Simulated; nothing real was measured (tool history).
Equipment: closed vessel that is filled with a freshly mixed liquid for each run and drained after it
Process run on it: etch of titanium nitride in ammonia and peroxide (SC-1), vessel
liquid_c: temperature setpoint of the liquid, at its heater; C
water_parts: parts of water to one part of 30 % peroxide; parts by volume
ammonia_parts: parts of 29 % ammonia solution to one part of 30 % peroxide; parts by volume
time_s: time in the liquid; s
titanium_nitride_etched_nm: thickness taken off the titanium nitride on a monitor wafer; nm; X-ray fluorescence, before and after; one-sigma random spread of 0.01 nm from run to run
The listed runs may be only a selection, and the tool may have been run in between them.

run	day	liquid_c	water_parts	ammonia_parts	time_s	titanium_nitride_etched_nm
1	0.000	49.0	6.0	0.8	30	2.7344
2	0.354	54.0	6.0	0.8	30	3.8976
3	0.717	54.0	6.0	0.9	30	3.9188
4	0.979	54.0	7.5	0.9	30	3.5920
5	1.329	50.0	7.5	0.9	30	2.7379
6	1.638	48.5	8.0	0.9	30	2.3641
7	1.800	47.0	8.0	0.9	30	2.1902
8	2.042	46.0	8.5	0.9	30	1.9371

What will run 9 give?
9	2.317	45.0	8.5	0.9	30	?

Run 9 gave titanium_nitride_etched_nm 1.7952 nm.
